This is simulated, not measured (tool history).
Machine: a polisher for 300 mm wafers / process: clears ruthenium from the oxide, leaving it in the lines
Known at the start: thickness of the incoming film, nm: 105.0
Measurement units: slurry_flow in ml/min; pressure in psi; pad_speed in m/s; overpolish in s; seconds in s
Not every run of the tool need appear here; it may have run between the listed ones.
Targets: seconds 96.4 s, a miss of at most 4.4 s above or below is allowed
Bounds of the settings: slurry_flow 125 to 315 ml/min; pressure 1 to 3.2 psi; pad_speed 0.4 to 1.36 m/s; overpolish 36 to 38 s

run  hour  slurry_flow  pressure  pad_speed  overpolish  seconds
  1     0          205       2.1       0.88          36   124.75
  2   7.7          205       2.1       0.88          38   123.78
  3  13.9          205       2.1       0.88          36   127.28
  4  17.2          205       2.1       0.88          36   125.74
  5    23          205       2.1       0.88          36   124.57
  6  23.8          250       2.1       0.88          36    124.5
  7  29.1          250       2.2       0.88          36   117.49
  8    31          250       2.4       0.88          36   108.06
  9  32.6          250       2.5       0.88          36   103.35

Which one of the following 4 next-run settings gets every result inside its allowed miss? There is exactly one.
  A  34.2          265       2.4       0.86          36        ?
  B  34.2          285       2.6       0.76          36        ?
  C  34.2          230       2.3        0.9          37        ?
  D  34.2          265       2.5       0.94          38        ?

move  seconds
   A   105.56
   B   106.66
   C    108.3
   D   94.379
A: its largest miss is bigger than the last run's
B: its largest miss is bigger than the last run's
C: its largest miss is bigger than the last run's
D: every result within its allowed miss
So the answer is move D, the one that meets all the targets.
